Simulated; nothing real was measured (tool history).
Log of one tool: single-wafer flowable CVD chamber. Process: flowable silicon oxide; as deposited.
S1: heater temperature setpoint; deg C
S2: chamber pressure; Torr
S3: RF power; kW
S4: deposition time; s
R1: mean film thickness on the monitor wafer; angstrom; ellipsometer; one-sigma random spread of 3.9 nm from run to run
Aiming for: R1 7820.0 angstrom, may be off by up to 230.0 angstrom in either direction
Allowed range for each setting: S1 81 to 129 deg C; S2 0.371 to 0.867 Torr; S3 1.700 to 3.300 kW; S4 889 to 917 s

Run 1, hour 0.0: S1 105 deg C, S2 0.619 Torr, S3 2.500 kW, S4 889 s. Result: R1 3517.0 angstrom.
Run 2, hour 7.6: S1 105 deg C, S2 0.619 Torr, S3 2.500 kW, S4 917 s. Result: R1 3608.2 angstrom.
Run 3, hour 9.1: S1 105 deg C, S2 0.619 Torr, S3 2.500 kW, S4 917 s. Result: R1 3638.1 angstrom.
Run 4, hour 15.5: S1 105 deg C, S2 0.660 Torr, S3 2.500 kW, S4 917 s. Result: R1 3883.9 angstrom.
Run 5, hour 23.5: S1 100 deg C, S2 0.661 Torr, S3 2.500 kW, S4 917 s. Result: R1 4695.7 angstrom.
Run 6, hour 32.3: S1 97 deg C, S2 0.662 Torr, S3 2.500 kW, S4 917 s. Result: R1 5228.7 angstrom.
Run 7, hour 40.0: S1 95 deg C, S2 0.663 Torr, S3 2.500 kW, S4 917 s. Result: R1 5702.4 angstrom.
Run 8, hour 44.7: S1 84 deg C, S2 0.665 Torr, S3 2.500 kW, S4 917 s. Result: R1 8363.9 angstrom.
Run 9, hour 53.2: S1 85 deg C, S2 0.665 Torr, S3 2.500 kW, S4 917 s. Result: R1 8182.4 angstrom.

Exercise: of the 4 proposed moves below, exactly one satisfies all targets within the stated allowed misses. Which move is it?
Run A, hour 61.7: S1 85 deg C, S2 0.651 Torr, S3 2.645 kW, S4 889 s. Result: R1 ?.
Run B, hour 61.7: S1 85 deg C, S2 0.713 Torr, S3 2.210 kW, S4 901 s. Result: R1 ?.
Run C, hour 61.7: S1 82 deg C, S2 0.634 Torr, S3 2.660 kW, S4 917 s. Result: R1 ?.
Run D, hour 61.7: S1 86 deg C, S2 0.745 Torr, S3 2.830 kW, S4 889 s. Result: R1 ?.

move      R1
   A  7723.5
   B  8379.4
   C  8572.6
   D  8571.0
A: in spec on every target
B: further off than the last run
C: further off than the last run
D: further off than the last run
So the answer is move A, the one that meets all the targets.
